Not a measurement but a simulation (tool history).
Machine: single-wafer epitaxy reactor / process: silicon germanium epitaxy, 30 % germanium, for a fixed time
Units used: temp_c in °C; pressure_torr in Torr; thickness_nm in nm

{"run": 1, "day": 0.0, "temp_c": 590, "pressure_torr": 22.8, "thickness_nm": 48.004}
{"run": 2, "day": 0.046, "temp_c": 590, "pressure_torr": 19.7, "thickness_nm": 45.268}
{"run": 3, "day": 0.412, "temp_c": 590, "pressure_torr": 22.0, "thickness_nm": 47.46}
{"run": 4, "day": 0.642, "temp_c": 595, "pressure_torr": 22.0, "thickness_nm": 52.058}
{"run": 5, "day": 0.992, "temp_c": 595, "pressure_torr": 19.3, "thickness_nm": 49.566}
{"run": 6, "day": 1.204, "temp_c": 589, "pressure_torr": 19.2, "thickness_nm": 44.093}
{"run": 7, "day": 1.483, "temp_c": 585, "pressure_torr": 19.1, "thickness_nm": 40.211}

Run 8 comes next. What will it give?
{"day": 1.783, "done": "pyrometer calibrated"}
{"run": 8, "day": 1.783, "temp_c": 583, "pressure_torr": 19.1, "thickness_nm": "?"}

{"run 8": {"thickness_nm": 42.632}}

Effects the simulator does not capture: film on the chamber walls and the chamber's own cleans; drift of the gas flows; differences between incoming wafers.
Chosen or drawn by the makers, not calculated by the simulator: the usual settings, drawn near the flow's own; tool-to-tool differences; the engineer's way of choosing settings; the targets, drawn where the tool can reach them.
